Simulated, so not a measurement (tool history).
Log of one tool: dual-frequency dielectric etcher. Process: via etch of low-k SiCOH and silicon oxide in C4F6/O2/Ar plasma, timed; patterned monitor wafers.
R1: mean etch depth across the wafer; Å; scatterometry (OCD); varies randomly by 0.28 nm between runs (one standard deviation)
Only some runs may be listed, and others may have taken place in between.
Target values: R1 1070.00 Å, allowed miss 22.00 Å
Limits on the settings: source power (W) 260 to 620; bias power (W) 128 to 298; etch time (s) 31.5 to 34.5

{"run": 1, "hour": 0.0, "source power (W)": 440, "bias power (W)": 213, "etch time (s)": 34.5, "R1": 972.73}
{"run": 2, "hour": 5.8, "source power (W)": 470, "bias power (W)": 216, "etch time (s)": 34.5, "R1": 993.95}
{"run": 3, "hour": 10.4, "source power (W)": 500, "bias power (W)": 220, "etch time (s)": 34.5, "R1": 1013.8}
{"run": 4, "hour": 12.5, "source power (W)": 520, "bias power (W)": 224, "etch time (s)": 34.5, "R1": 1026.4}
{"run": 5, "hour": 20.5, "source power (W)": 540, "bias power (W)": 228, "etch time (s)": 34.5, "R1": 1044.4}
{"run": 6, "hour": 26.1, "source power (W)": 540, "bias power (W)": 228, "etch time (s)": 31.5, "R1": 948.1}
{"run": 7, "hour": 29.8, "source power (W)": 550, "bias power (W)": 244, "etch time (s)": 32.5, "R1": 1011.5}
{"run": 8, "hour": 32.3, "source power (W)": 610, "bias power (W)": 249, "etch time (s)": 32.5, "R1": 1041.2}
{"run": 9, "hour": 39.1, "source power (W)": 610, "bias power (W)": 249, "etch time (s)": 32.5, "R1": 1036.6}

Which of these 5 next moves meets every target?
{"run": "A", "hour": 45.9, "source power (W)": 600, "bias power (W)": 252, "etch time (s)": 31.5, "R1": "?"}
{"run": "B", "hour": 45.9, "source power (W)": 620, "bias power (W)": 228, "etch time (s)": 34.5, "R1": "?"}
{"run": "C", "hour": 45.9, "source power (W)": 620, "bias power (W)": 246, "etch time (s)": 34.5, "R1": "?"}
{"run": "D", "hour": 45.9, "source power (W)": 620, "bias power (W)": 262, "etch time (s)": 34.5, "R1": "?"}
{"run": "E", "hour": 45.9, "source power (W)": 560, "bias power (W)": 264, "etch time (s)": 34.5, "R1": "?"}

move=A R1=1009.60
move=B R1=1080.40
move=C R1=1106.20
move=D R1=1128.40
move=E R1=1103.80
A: further off than the last run
B: hits every target within its allowed miss
C: the result that was furthest off in the last run now lies on the other side of its target
D: the result that was furthest off in the last run now lies on the other side of its target
E: the result that was furthest off in the last run now lies on the other side of its target
The right move is B.
